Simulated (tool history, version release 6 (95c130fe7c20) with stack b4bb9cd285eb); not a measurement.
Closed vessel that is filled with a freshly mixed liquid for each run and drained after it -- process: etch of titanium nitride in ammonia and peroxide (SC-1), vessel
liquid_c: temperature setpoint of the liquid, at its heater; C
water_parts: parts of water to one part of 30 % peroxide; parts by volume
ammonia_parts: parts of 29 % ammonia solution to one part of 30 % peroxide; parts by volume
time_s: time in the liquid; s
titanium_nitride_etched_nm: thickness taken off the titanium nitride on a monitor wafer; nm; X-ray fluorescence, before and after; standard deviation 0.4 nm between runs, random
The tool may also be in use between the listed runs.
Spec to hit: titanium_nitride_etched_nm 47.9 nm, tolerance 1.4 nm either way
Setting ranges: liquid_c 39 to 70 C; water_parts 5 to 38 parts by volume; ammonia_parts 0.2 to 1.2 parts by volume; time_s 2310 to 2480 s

run    day  liquid_c  water_parts  ammonia_parts  time_s  titanium_nitride_etched_nm
  1      0        55           21              1    2310                      103.65
  2  0.225      52.5           21              1    2310                          87
  3  0.579      50.5           21              1    2310                      77.306
  4  0.888      50.5           21              1    2310                      75.791
  5  1.133      50.5           21            1.2    2310                      79.627
  6  1.379        49           21            1.2    2310                      71.808
  7  1.712      47.5           21            1.2    2310                      64.953
  8  1.979      47.5           21            1.2    2310                      63.557
  9  2.283      46.5           21            1.2    2310                      59.848
 10  2.521      42.5           21            1.2    2310                       45.12

4 next moves are on the table. One of them brings every result within its allowed miss. Which?
  A  2.758        41           14           0.65    2310                           ?
  B  2.758      44.5         29.5              1    2310                           ?
  C  2.758        41         16.5           1.05    2440                           ?
  D  2.758        42           17           1.05    2480                           ?

move  titanium_nitride_etched_nm
   A                       45.19
   B                      41.703
   C                      47.443
   D                      51.048
A: just as far off the targets as the last run
B: its largest miss is bigger than the last run's
C: hits every target within its allowed miss
D: the result that was furthest off in the last run now lies on the other side of its target
Correct choice: C, which meets every target
